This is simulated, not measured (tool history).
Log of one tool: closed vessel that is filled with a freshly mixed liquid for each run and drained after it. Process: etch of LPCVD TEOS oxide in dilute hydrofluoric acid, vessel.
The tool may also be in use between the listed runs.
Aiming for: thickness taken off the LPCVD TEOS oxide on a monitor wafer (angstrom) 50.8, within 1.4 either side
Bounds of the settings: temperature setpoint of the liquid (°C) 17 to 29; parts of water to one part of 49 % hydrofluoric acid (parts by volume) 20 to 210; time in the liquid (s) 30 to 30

run	day	temperature setpoint of the liquid (°C)	parts of water to one part of 49 % hydrofluoric acid (parts by volume)	time in the liquid (s)	thickness taken off the LPCVD TEOS oxide on a monitor wafer (angstrom)
1	0	21	115	30	65.804
2	0.262	20	115	30	62.222
3	0.3	20	80	30	93.518
4	0.529	19.5	90	30	79.431
5	0.608	19	95	30	74.384
6	0.888	17	95	30	68.732
7	1.088	17	100	30	64.409
8	1.133	17	105	30	60.128
9	1.462	17	110	30	57.742

Consider the 4 candidate settings below. Which is the only one whose results all fall within their allowed miss of target?
A	1.792	17	115	30	?
B	1.792	18.5	120	30	?
C	1.792	17.5	125	30	?
D	1.792	17.5	105	30	?

move	thickness taken off the LPCVD TEOS oxide on a monitor wafer (angstrom)
A	55.14
B	55.945
C	51.272
D	62.307
A: an improvement on the last run, though not all results are within tolerance
B: an improvement on the last run, though not all results are within tolerance
C: all results in spec
D: the biggest miss grows against the last run
C is the move that brings every result within its allowed miss.

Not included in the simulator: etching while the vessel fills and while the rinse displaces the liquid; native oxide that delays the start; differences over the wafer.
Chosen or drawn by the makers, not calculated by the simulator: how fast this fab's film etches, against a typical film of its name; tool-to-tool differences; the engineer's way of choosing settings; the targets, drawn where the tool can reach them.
